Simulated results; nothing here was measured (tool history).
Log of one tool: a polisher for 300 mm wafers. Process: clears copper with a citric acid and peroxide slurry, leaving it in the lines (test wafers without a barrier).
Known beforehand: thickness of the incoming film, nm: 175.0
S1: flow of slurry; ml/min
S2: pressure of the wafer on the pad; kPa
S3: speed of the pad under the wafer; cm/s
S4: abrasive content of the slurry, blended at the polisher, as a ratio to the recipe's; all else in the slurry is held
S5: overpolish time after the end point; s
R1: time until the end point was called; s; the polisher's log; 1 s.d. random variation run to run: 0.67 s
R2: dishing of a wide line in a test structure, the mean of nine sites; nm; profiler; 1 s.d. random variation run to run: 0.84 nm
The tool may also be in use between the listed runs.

run,hour,S1,S2,S3,S4,S5,R1,R2
1,0,240,19.3,104,1,9,63.575,15.4
2,3.1,240,17.2,104,1,9,72.716,13.255
3,10.5,240,20,104,1,10,62.954,16.956
4,11.4,240,20,104,1,12,65.079,20.657
5,17.3,240,20,104,1,9,62.415,14.655
6,23.3,240,22.1,106,1,10,56.974,18.838
7,28.3,240,24.1,106,1,11,52.627,22.698

Expected results for the next run?
8,34.1,240,25.5,106,1,11,?,?

For run 8 the tool returned R1 50.819 s, R2 22.822 nm.
